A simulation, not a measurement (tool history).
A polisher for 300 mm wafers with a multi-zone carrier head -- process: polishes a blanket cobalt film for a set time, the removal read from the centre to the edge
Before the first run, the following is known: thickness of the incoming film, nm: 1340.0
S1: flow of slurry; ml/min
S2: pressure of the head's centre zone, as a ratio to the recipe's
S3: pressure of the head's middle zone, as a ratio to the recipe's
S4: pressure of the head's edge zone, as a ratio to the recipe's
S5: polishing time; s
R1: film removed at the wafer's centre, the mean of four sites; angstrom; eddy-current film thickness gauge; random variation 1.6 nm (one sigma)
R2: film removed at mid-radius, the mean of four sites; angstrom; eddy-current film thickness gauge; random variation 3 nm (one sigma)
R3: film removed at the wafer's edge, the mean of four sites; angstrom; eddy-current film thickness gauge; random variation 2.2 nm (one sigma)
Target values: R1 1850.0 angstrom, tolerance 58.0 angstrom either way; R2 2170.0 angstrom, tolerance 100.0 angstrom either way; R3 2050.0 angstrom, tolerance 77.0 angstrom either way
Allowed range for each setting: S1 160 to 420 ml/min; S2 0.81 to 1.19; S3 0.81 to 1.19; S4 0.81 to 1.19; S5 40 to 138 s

| run | hour | S1 | S2 | S3 | S4 | S5 | R1 | R2 | R3 |
|---|---|---|---|---|---|---|---|---|---|
| 1 | 0.0 | 270 | 1.00 | 1.00 | 1.00 | 88 | 2828.8 | 2917.7 | 2788.1 |
| 2 | 8.2 | 270 | 1.00 | 1.00 | 1.05 | 88 | 2815.0 | 2800.8 | 2917.0 |
| 3 | 16.5 | 270 | 1.00 | 1.00 | 1.05 | 76 | 2419.1 | 2513.4 | 2499.7 |
| 4 | 17.9 | 265 | 0.97 | 0.98 | 1.02 | 74 | 2328.2 | 2388.7 | 2393.2 |
| 5 | 24.9 | 265 | 0.97 | 0.98 | 0.93 | 74 | 2306.5 | 2401.6 | 2264.2 |
| 6 | 30.4 | 265 | 0.97 | 0.98 | 0.90 | 74 | 2319.7 | 2443.8 | 2229.3 |
| 7 | 32.3 | 260 | 0.93 | 0.97 | 0.89 | 73 | 2201.0 | 2301.6 | 2208.5 |
| 8 | 33.6 | 255 | 0.90 | 0.98 | 0.88 | 72 | 2121.2 | 2350.7 | 2147.0 |
| 9 | 38.9 | 250 | 0.88 | 0.98 | 0.88 | 71 | 2016.7 | 2268.9 | 2132.1 |
| 10 | 47.2 | 245 | 0.87 | 0.98 | 0.87 | 71 | 1973.3 | 2314.7 | 2123.2 |
| 11 | 54.3 | 225 | 0.84 | 0.92 | 0.85 | 68 | 1818.8 | 2060.3 | 1967.5 |

Which one of the following 4 next-run settings gets every result inside its allowed miss? There is exactly one.
| A | 61.4 | 275 | 0.81 | 1.14 | 0.81 | 65 | ? | ? | ? |
| B | 61.4 | 170 | 0.88 | 1.09 | 0.84 | 65 | ? | ? | ? |
| C | 61.4 | 160 | 0.84 | 0.95 | 0.82 | 73 | ? | ? | ? |
| D | 61.4 | 200 | 0.88 | 0.93 | 0.82 | 72 | ? | ? | ? |

| move | R1 | R2 | R3 |
|---|---|---|---|
| A | 1721.4 | 2413.4 | 1877.1 |
| B | 1747.3 | 2183.0 | 1823.4 |
| C | 1850.2 | 2161.7 | 2015.7 |
| D | 1985.2 | 2165.4 | 2037.9 |
A: takes the biggest miss from the last run beyond its target
B: gets the furthest-off result to its target, but another result is out of tolerance
C: hits every target within its allowed miss
D: gets the furthest-off result to its target, but another result is out of tolerance
C meets every target.

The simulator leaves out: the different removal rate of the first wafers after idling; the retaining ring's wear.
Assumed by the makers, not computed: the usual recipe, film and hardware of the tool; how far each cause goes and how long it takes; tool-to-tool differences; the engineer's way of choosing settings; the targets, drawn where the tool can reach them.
